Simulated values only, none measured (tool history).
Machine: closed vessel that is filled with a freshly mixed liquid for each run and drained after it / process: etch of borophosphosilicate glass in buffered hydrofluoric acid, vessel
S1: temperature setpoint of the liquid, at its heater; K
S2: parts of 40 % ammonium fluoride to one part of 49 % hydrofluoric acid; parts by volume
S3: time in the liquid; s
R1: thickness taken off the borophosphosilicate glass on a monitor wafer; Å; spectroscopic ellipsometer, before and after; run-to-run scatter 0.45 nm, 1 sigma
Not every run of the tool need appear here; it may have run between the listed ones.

run    day      S1    S2  S3      R1
  1      0  298.15  12.5  35  873.81
  2  0.117  298.65  12.5  35  880.43
  3  0.296  298.65  12.5  35  889.95
  4  0.533  298.65    10  35  1107.8
  5  0.617  300.15    10  35  1198.9
  6  0.821  299.15    10  35    1133
  7  1.088  299.15    10  35  1139.8

Run 8, settings as shown, results not yet in. Your forecast:
  8  1.225  295.15  10  35   ?

Run 8 yielded R1 919.08 Å.

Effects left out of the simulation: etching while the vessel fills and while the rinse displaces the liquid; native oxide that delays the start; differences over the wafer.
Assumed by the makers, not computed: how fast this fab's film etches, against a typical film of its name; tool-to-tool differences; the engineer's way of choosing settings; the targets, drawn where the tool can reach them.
